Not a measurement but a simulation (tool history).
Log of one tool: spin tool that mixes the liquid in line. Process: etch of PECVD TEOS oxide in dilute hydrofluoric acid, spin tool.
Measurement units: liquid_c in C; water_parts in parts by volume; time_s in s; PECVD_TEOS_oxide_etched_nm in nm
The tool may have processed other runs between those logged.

{"run": 1, "hour": 0.0, "liquid_c": 23, "water_parts": 260, "time_s": 60, "PECVD_TEOS_oxide_etched_nm": 3.7038}
{"run": 2, "hour": 5.3, "liquid_c": 25, "water_parts": 230, "time_s": 60, "PECVD_TEOS_oxide_etched_nm": 4.6218}
{"run": 3, "hour": 12.4, "liquid_c": 25, "water_parts": 295, "time_s": 60, "PECVD_TEOS_oxide_etched_nm": 3.4108}
{"run": 4, "hour": 20.9, "liquid_c": 25, "water_parts": 365, "time_s": 60, "PECVD_TEOS_oxide_etched_nm": 2.5579}
{"run": 5, "hour": 21.7, "liquid_c": 25, "water_parts": 440, "time_s": 60, "PECVD_TEOS_oxide_etched_nm": 1.9672}
{"run": 6, "hour": 28.9, "liquid_c": 26.5, "water_parts": 350, "time_s": 60, "PECVD_TEOS_oxide_etched_nm": 2.8393}
{"run": 7, "hour": 36.9, "liquid_c": 27.5, "water_parts": 285, "time_s": 60, "PECVD_TEOS_oxide_etched_nm": 3.8498}
{"run": 8, "hour": 45.9, "liquid_c": 28.5, "water_parts": 240, "time_s": 60, "PECVD_TEOS_oxide_etched_nm": 4.9652}
{"run": 9, "hour": 48.9, "liquid_c": 29, "water_parts": 215, "time_s": 60, "PECVD_TEOS_oxide_etched_nm": 5.7578}

Run 10, settings as shown, results not yet in. Your forecast:
{"run": 10, "hour": 54.1, "liquid_c": 29.5, "water_parts": 200, "time_s": 60, "PECVD_TEOS_oxide_etched_nm": "?"}

Run 10 came out at PECVD_TEOS_oxide_etched_nm 6.3641 nm.
